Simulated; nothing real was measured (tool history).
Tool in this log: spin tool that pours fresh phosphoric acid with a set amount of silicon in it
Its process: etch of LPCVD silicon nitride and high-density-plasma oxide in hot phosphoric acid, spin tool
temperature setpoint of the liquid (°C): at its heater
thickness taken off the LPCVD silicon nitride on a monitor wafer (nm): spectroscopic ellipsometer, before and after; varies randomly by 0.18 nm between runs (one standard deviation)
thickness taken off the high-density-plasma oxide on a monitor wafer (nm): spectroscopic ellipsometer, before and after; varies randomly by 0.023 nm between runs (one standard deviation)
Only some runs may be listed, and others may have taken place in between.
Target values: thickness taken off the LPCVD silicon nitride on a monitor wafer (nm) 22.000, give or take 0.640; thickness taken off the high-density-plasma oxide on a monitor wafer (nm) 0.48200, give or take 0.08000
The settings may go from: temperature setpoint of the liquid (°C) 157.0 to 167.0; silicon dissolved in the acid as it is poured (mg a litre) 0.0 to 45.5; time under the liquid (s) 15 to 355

run	hour	temperature setpoint of the liquid (°C)	silicon dissolved in the acid as it is poured (mg a litre)	time under the liquid (s)	thickness taken off the LPCVD silicon nitride on a monitor wafer (nm)	thickness taken off the high-density-plasma oxide on a monitor wafer (nm)
1	0.0	162.0	20.0	180	16.163	0.43663
2	2.3	162.5	22.0	185	16.863	0.50502
3	6.4	162.5	24.5	195	18.052	0.46723
4	13.4	161.5	24.5	195	17.099	0.41401
5	14.7	162.0	27.0	200	17.989	0.45950
6	18.8	160.5	27.0	200	17.466	0.41783
7	20.0	161.0	28.5	205	18.054	0.39181
8	25.3	161.5	29.5	210	18.695	0.42306

Exactly one of the 5 candidate moves below puts every result within its allowed miss. Which one?
A	30.6	161.0	35.5	240	?	?
B	30.6	158.5	27.5	200	?	?
C	30.6	161.5	32.5	270	?	?
D	30.6	160.5	29.5	260	?	?
E	30.6	161.5	32.5	190	?	?

move	thickness taken off the LPCVD silicon nitride on a monitor wafer (nm)	thickness taken off the high-density-plasma oxide on a monitor wafer (nm)
A	20.952	0.31594
B	16.052	0.30844
C	23.968	0.42550
D	22.321	0.43135
E	16.866	0.29943
A: closer than the last run, but not yet in spec
B: moves away from the targets compared with the last run
C: carries the result that was furthest off beyond its target, to the other side
D: every result lands within tolerance
E: moves away from the targets compared with the last run
D is the move that brings every result within its allowed miss.

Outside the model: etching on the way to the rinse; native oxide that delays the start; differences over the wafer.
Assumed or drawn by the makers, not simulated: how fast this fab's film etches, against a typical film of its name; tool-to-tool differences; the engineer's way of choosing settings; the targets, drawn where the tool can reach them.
